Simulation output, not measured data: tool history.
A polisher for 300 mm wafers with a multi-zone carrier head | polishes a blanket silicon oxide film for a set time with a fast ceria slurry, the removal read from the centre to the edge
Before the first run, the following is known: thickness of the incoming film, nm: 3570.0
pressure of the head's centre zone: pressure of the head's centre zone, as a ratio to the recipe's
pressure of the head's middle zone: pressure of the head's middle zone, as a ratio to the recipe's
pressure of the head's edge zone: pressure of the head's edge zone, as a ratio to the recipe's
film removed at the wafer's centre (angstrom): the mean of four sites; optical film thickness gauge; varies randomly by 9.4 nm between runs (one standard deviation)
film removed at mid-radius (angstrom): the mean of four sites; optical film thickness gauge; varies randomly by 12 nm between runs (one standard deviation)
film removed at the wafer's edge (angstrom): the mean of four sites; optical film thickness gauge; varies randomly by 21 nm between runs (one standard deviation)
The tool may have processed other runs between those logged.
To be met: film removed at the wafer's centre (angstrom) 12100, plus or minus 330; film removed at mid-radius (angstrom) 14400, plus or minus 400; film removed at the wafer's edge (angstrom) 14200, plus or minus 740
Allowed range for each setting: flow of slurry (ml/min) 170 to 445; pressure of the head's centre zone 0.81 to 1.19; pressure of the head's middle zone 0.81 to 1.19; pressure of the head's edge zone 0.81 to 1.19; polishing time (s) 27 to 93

run  hour  flow of slurry (ml/min)  pressure of the head's centre zone  pressure of the head's middle zone  pressure of the head's edge zone  polishing time (s)  film removed at the wafer's centre (angstrom)  film removed at mid-radius (angstrom)  film removed at the wafer's edge (angstrom)
  1   0.0                      285                                1.00                                1.00                              1.00                  59                                          14279                                  14309                                        14390
  2   3.4                      280                                0.98                                1.00                              1.00                  59                                          13661                                  14242                                        14722
  3   9.9                      280                                1.04                                1.00                              1.00                  59                                          14752                                  14094                                        14590
  4  17.0                      280                                1.04                                0.91                              1.00                  59                                          14468                                  13139                                        14537
  5  19.5                      275                                1.02                                0.93                              0.99                  59                                          14350                                  13273                                        14556
  6  26.0                      275                                1.02                                0.93                              0.99                  73                                          17948                                  16547                                        18290
  7  32.4                      275                                0.99                                0.94                              0.97                  71                                          17042                                  16195                                        17484
  8  39.1                      275                                0.96                                0.95                              0.96                  69                                          15825                                  15923                                        16375
  9  47.2                      270                                0.94                                0.95                              0.96                  68                                          14980                                  15498                                        16801
 10  49.9                      275                                0.92                                0.95                              0.94                  67                                          14719                                  15336                                        16055
 11  56.9                      270                                0.90                                0.95                              0.93                  66                                          14072                                  15260                                        15890
 12  65.6                      270                                0.89                                0.95                              0.92                  65                                          13548                                  14960                                        15111
 13  67.1                      270                                0.89                                0.95                              0.92                  65                                          13617                                  14929                                        14988

Which of these 5 next moves meets every target?
  A  68.6                      285                                0.84                                1.07                              0.87                  61                                              ?                                      ?                                            ?
  B  68.6                      230                                0.82                                0.95                              1.11                  64                                              ?                                      ?                                            ?
  C  68.6                      290                                0.91                                0.89                              0.88                  69                                              ?                                      ?                                            ?
  D  68.6                      265                                0.87                                1.03                              0.99                  59                                              ?                                      ?                                            ?
  E  68.6                      305                                1.10                                1.05                              0.81                  61                                              ?                                      ?                                            ?

move  film removed at the wafer's centre (angstrom)  film removed at mid-radius (angstrom)  film removed at the wafer's edge (angstrom)
   A                                          12078                                  15346                                        14418
   B                                          11985                                  14163                                        16368
   C                                          14824                                  14891                                        16443
   D                                          11985                                  14242                                        14577
   E                                          15978                                  15192                                        14126
A: meets the target for the result that was furthest off, but another lies outside its allowed miss
B: meets the target for the result that was furthest off, but another lies outside its allowed miss
C: further off than the last run
D: meets every target
E: further off than the last run
The right move is D.
